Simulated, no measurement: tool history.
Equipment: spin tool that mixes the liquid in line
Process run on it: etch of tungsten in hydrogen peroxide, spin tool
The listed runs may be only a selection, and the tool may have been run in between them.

| run | hour | temperature setpoint of the liquid (°C) | concentration of hydrogen peroxide in the mixed liquid (% by weight) | time under the liquid (s) | thickness taken off the tungsten on a monitor wafer (Å) |
|---|---|---|---|---|---|
| 1 | 0.0 | 58.0 | 20.0 | 15 | 219.36 |
| 2 | 2.7 | 57.5 | 20.0 | 15 | 215.72 |
| 3 | 4.0 | 57.5 | 20.0 | 15 | 214.26 |
| 4 | 5.1 | 57.0 | 20.0 | 15 | 205.91 |
| 5 | 8.6 | 56.5 | 20.0 | 15 | 203.31 |
| 6 | 9.2 | 56.0 | 20.0 | 15 | 196.80 |

What will run 7 give?
| 7 | 11.2 | 55.5 | 20.0 | 15 | ? |

For run 7 the tool returned thickness taken off the tungsten on a monitor wafer (Å) 190.18.

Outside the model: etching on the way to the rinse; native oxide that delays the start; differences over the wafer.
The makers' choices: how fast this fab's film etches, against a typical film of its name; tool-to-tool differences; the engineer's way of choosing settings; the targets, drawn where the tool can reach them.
